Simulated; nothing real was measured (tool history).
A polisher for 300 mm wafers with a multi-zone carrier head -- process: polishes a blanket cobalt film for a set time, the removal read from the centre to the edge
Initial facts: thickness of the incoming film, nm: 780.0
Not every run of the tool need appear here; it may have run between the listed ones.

run  hour  flow of slurry (ml/min)  pressure of the head's centre zone  pressure of the head's middle zone  pressure of the head's edge zone  polishing time (s)  film removed at the wafer's centre (Å)  film removed at mid-radius (Å)  film removed at the wafer's edge (Å)
  1   0.0                      265                                1.00                                1.00                              1.00                  36                                  2412.9                          2410.2                                2332.0
  2   6.6                      250                                1.01                                0.97                              0.97                  32                                  2153.5                          2081.7                                2030.8
  3   8.1                      240                                1.02                                0.94                              0.95                  29                                  1941.0                          1811.3                                1813.5
  4  13.6                      195                                1.02                                0.94                              0.95                  29                                  1874.1                          1812.1                                1752.5
  5  17.3                      195                                1.02                                0.86                              0.95                  29                                  1863.1                          1653.8                                1768.7
  6  22.6                      195                                0.97                                0.86                              0.95                  29                                  1762.2                          1616.7                                1736.3
  7  29.0                      200                                0.99                                0.86                              0.93                  27                                  1694.7                          1532.1                                1597.9
  8  30.9                      225                                0.98                                0.85                              0.91                  25                                  1553.2                          1443.0                                1509.3
  9  35.1                      220                                1.00                                0.84                              0.90                  24                                  1527.8                          1365.1                                1457.9
 10  43.8                      210                                1.02                                0.84                              0.88                  23                                  1488.2                          1298.2                                1356.7
 11  49.4                      210                                1.02                                0.84                              0.88                  23                                  1502.6                          1294.2                                1387.2
 12  58.2                      205                                1.03                                0.84                              0.87                  22                                  1430.5                          1243.7                                1267.5
 13  58.7                      205                                1.03                                0.83                              0.87                  22                                  1415.0                          1238.7                                1303.1
 14  64.8                      200                                1.04                                0.83                              0.86                  22                                  1451.0                          1244.1                                1281.7

Run 15 comes next. What will it give?
 15  73.0                      205                                1.04                                0.83                              0.85                  22                                       ?                               ?                                     ?

film removed at the wafer's centre (Å): 1447.6
film removed at mid-radius (Å): 1205.6
film removed at the wafer's edge (Å): 1283.9
